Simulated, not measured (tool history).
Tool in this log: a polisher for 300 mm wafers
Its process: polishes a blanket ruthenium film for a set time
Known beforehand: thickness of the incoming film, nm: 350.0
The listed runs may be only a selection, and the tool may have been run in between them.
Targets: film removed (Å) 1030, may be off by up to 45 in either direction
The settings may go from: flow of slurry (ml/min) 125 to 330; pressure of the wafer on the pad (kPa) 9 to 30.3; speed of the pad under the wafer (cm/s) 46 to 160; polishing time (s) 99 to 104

run  hour  flow of slurry (ml/min)  pressure of the wafer on the pad (kPa)  speed of the pad under the wafer (cm/s)  polishing time (s)  film removed (Å)
  1     0                      210                                    19.3                                      102                  99              1767
  2     5                      210                                    17.2                                      102                  99            1592.4
  3   5.8                      210                                    15.2                                      102                  99            1412.1
  4   7.6                      210                                    13.8                                      102                  99            1265.8
  5  16.1                      210                                    13.1                                      102                  99            1178.1
  6  20.6                      210                                    16.5                                      102                  99            1538.6
  7  26.6                      210                                    15.2                                      102                  99              1401
  8  28.8                      210                                     9.7                                      100                  99            914.21
  9  34.2                      210                                    10.3                                      100                  99            928.03

5 candidate next runs follow, results not yet known. Just one meets every target within its allowed miss. Identify it.
  A  39.6                      220                                    10.3                                       92                 104                 ?
  B  39.6                      190                                      11                                      102                  99                 ?
  C  39.6                      175                                    15.9                                       58                 104                 ?
  D  39.6                      215                                    10.3                                       80                 103                 ?
  E  39.6                      215                                     9.7                                       90                 102                 ?

move  film removed (Å)
   A            917.96
   B            1006.6
   C            859.54
   D            792.19
   E            823.45
A: further off than the last run
B: all results land within tolerance of their targets
C: further off than the last run
D: further off than the last run
E: further off than the last run
Correct choice: B, which meets every target
